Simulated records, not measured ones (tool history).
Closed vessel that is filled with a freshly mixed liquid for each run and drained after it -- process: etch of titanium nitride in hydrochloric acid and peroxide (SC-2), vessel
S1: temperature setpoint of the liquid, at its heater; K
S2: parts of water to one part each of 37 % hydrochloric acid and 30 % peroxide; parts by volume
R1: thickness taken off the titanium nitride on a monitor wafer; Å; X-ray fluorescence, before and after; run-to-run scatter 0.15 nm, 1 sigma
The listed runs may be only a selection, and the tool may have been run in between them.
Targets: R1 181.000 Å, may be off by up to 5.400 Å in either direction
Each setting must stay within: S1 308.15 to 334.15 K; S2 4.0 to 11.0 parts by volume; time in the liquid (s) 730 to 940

Run 1, hour 0.0: S1 318.15 K, S2 6.0 parts by volume, time in the liquid (s) 940. Result: R1 122.010 Å.
Run 2, hour 8.0: S1 312.15 K, S2 6.0 parts by volume, time in the liquid (s) 940. Result: R1 80.846 Å.
Run 3, hour 11.9: S1 315.65 K, S2 6.0 parts by volume, time in the liquid (s) 940. Result: R1 101.630 Å.
Run 4, hour 19.7: S1 315.65 K, S2 6.0 parts by volume, time in the liquid (s) 940. Result: R1 102.890 Å.
At hour 25.3: thermometer replaced.
Run 5, hour 25.3: S1 315.65 K, S2 7.0 parts by volume, time in the liquid (s) 940. Result: R1 105.200 Å.
Run 6, hour 26.9: S1 317.65 K, S2 7.0 parts by volume, time in the liquid (s) 940. Result: R1 118.720 Å.
Run 7, hour 36.7: S1 319.15 K, S2 7.0 parts by volume, time in the liquid (s) 940. Result: R1 133.330 Å.
Run 8, hour 39.5: S1 320.15 K, S2 7.0 parts by volume, time in the liquid (s) 940. Result: R1 141.300 Å.
Run 9, hour 41.3: S1 321.15 K, S2 7.0 parts by volume, time in the liquid (s) 940. Result: R1 151.920 Å.

5 next moves are on the table. One of them brings every result within its allowed miss. Which?
Run A, hour 43.1: S1 325.15 K, S2 6.5 parts by volume, time in the liquid (s) 815. Result: R1 ?.
Run B, hour 43.1: S1 322.65 K, S2 7.0 parts by volume, time in the liquid (s) 940. Result: R1 ?.
Run C, hour 43.1: S1 322.15 K, S2 6.5 parts by volume, time in the liquid (s) 940. Result: R1 ?.
Run D, hour 43.1: S1 324.15 K, S2 7.5 parts by volume, time in the liquid (s) 920. Result: R1 ?.
Run E, hour 43.1: S1 325.65 K, S2 6.5 parts by volume, time in the liquid (s) 750. Result: R1 ?.

move       R1
   A  180.470
   B  166.530
   C  170.520
   D  170.620
   E  171.630
A: in spec on every target
B: an improvement on the last run, though not all results are within tolerance
C: an improvement on the last run, though not all results are within tolerance
D: an improvement on the last run, though not all results are within tolerance
E: an improvement on the last run, though not all results are within tolerance
A meets every target.
